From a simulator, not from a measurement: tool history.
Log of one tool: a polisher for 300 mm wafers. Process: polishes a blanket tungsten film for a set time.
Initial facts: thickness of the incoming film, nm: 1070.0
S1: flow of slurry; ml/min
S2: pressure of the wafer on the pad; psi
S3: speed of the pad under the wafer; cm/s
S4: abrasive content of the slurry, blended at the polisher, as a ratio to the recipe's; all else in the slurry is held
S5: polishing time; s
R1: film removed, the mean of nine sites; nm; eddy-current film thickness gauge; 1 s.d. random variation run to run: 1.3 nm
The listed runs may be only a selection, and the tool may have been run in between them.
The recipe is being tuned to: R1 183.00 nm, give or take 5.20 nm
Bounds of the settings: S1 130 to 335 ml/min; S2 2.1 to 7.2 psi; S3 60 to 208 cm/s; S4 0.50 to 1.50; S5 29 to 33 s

Run 1, hour 0.0: S1 215 ml/min, S2 4.6 psi, S3 134 cm/s, S4 1.00, S5 33 s. Result: R1 261.49 nm.
Run 2, hour 4.7: S1 215 ml/min, S2 4.6 psi, S3 134 cm/s, S4 1.10, S5 33 s. Result: R1 269.51 nm.
Run 3, hour 10.3: S1 195 ml/min, S2 4.6 psi, S3 134 cm/s, S4 1.10, S5 33 s. Result: R1 266.89 nm.
Run 4, hour 11.4: S1 195 ml/min, S2 4.6 psi, S3 146 cm/s, S4 1.10, S5 33 s. Result: R1 288.79 nm.
Run 5, hour 19.0: S1 195 ml/min, S2 4.3 psi, S3 146 cm/s, S4 1.10, S5 33 s. Result: R1 269.97 nm.
Run 6, hour 19.9: S1 195 ml/min, S2 4.3 psi, S3 146 cm/s, S4 1.10, S5 29 s. Result: R1 237.81 nm.
Run 7, hour 20.8: S1 190 ml/min, S2 4.1 psi, S3 146 cm/s, S4 1.10, S5 29 s. Result: R1 225.84 nm.
Run 8, hour 22.0: S1 185 ml/min, S2 4.0 psi, S3 146 cm/s, S4 1.10, S5 29 s. Result: R1 219.91 nm.
Run 9, hour 25.5: S1 185 ml/min, S2 4.0 psi, S3 146 cm/s, S4 1.10, S5 29 s. Result: R1 220.85 nm.
Run 10, hour 33.2: S1 180 ml/min, S2 3.9 psi, S3 146 cm/s, S4 1.10, S5 29 s. Result: R1 212.73 nm.
Run 11, hour 38.0: S1 175 ml/min, S2 3.8 psi, S3 146 cm/s, S4 1.10, S5 29 s. Result: R1 205.57 nm.
Run 12, hour 45.4: S1 170 ml/min, S2 3.7 psi, S3 146 cm/s, S4 1.10, S5 29 s. Result: R1 203.62 nm.
Run 13, hour 46.7: S1 170 ml/min, S2 3.6 psi, S3 146 cm/s, S4 1.10, S5 29 s. Result: R1 200.82 nm.
Run 14, hour 52.1: S1 165 ml/min, S2 3.1 psi, S3 146 cm/s, S4 1.10, S5 29 s. Result: R1 171.49 nm.
Run 15, hour 59.1: S1 170 ml/min, S2 3.1 psi, S3 146 cm/s, S4 1.10, S5 29 s. Result: R1 172.30 nm.
Run 16, hour 66.0: S1 175 ml/min, S2 3.1 psi, S3 146 cm/s, S4 1.10, S5 29 s. Result: R1 173.44 nm.
Run 17, hour 72.4: S1 180 ml/min, S2 3.1 psi, S3 146 cm/s, S4 1.10, S5 29 s. Result: R1 174.00 nm.
Run 18, hour 78.8: S1 185 ml/min, S2 3.1 psi, S3 146 cm/s, S4 1.10, S5 29 s. Result: R1 170.31 nm.
Run 19, hour 81.6: S1 185 ml/min, S2 3.2 psi, S3 146 cm/s, S4 1.10, S5 29 s. Result: R1 177.74 nm.

Pick the move, out of 4, that brings all results within their allowed miss; only one does.
Run A, hour 84.4: S1 200 ml/min, S2 3.0 psi, S3 146 cm/s, S4 1.15, S5 33 s. Result: R1 ?.
Run B, hour 84.4: S1 175 ml/min, S2 3.4 psi, S3 144 cm/s, S4 1.05, S5 29 s. Result: R1 ?.
Run C, hour 84.4: S1 140 ml/min, S2 3.0 psi, S3 180 cm/s, S4 1.05, S5 29 s. Result: R1 ?.
Run D, hour 84.4: S1 175 ml/min, S2 3.8 psi, S3 116 cm/s, S4 1.25, S5 33 s. Result: R1 ?.

move      R1
   A  193.23
   B  183.02
   C  198.37
   D  195.91
A: moves the result that the last run missed by most past its target, out the other side
B: meets every target
C: moves the result that the last run missed by most past its target, out the other side
D: moves the result that the last run missed by most past its target, out the other side
Move B is the one to make.

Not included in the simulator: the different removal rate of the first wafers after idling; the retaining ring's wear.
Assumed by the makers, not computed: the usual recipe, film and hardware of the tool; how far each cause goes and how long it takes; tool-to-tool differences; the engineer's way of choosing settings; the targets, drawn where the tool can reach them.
